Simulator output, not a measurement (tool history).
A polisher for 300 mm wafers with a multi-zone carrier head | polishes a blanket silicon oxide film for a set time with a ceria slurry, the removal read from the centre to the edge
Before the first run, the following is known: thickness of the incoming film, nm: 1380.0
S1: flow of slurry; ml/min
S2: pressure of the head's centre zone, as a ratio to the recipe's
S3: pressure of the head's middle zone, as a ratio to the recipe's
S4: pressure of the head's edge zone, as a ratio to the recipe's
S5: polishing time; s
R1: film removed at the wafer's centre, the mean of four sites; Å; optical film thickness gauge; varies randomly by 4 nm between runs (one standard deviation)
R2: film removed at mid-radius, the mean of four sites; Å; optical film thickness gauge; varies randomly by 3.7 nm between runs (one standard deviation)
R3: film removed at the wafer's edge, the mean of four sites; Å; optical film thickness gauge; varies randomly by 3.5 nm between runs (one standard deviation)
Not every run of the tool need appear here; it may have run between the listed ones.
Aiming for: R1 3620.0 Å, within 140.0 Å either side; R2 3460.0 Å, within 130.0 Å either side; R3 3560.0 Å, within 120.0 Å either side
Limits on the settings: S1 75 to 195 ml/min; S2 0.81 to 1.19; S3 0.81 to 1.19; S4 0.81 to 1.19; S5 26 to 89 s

run	hour	S1	S2	S3	S4	S5	R1	R2	R3
1	0.0	125	1.00	1.00	1.00	57	2417.5	2598.5	2678.8
2	3.2	135	1.03	1.01	1.03	59	2692.8	2774.4	2868.8
3	5.3	135	0.98	1.01	1.03	59	2524.3	2718.5	2841.2
4	11.2	140	1.01	1.02	1.05	61	2717.2	2892.5	2938.8
5	14.4	145	1.03	1.01	1.06	63	2870.1	2955.6	3093.6
6	20.2	145	1.03	1.01	1.12	63	2805.3	2973.6	3252.6
7	21.1	150	1.06	1.02	1.13	64	3007.1	3051.3	3266.5
8	25.1	155	1.07	1.03	1.14	65	3152.8	3162.2	3375.5
9	29.0	160	1.08	1.04	1.15	65	3146.6	3129.3	3362.0
10	36.8	165	1.09	1.05	1.15	66	3219.1	3267.3	3429.5

Which single option among these 5 for the next run brings every result within its allowed miss of target? Just one does.
A	44.6	170	1.13	0.98	1.19	66	?	?	?
B	44.6	150	1.04	1.18	1.11	71	?	?	?
C	44.6	140	1.19	0.81	1.12	78	?	?	?
D	44.6	185	1.17	0.99	1.17	63	?	?	?
E	44.6	190	1.11	1.00	1.06	70	?	?	?

move	R1	R2	R3
A	3356.9	3195.8	3596.7
B	3247.7	3854.6	3670.1
C	4026.3	3209.6	4032.4
D	3367.5	3111.2	3434.1
E	3562.7	3496.5	3638.5
A: closes in on the targets versus the last run, not all within tolerance yet
B: further off than the last run
C: takes the biggest miss from the last run beyond its target
D: closes in on the targets versus the last run, not all within tolerance yet
E: all results land within tolerance of their targets
Correct choice: E, which meets every target
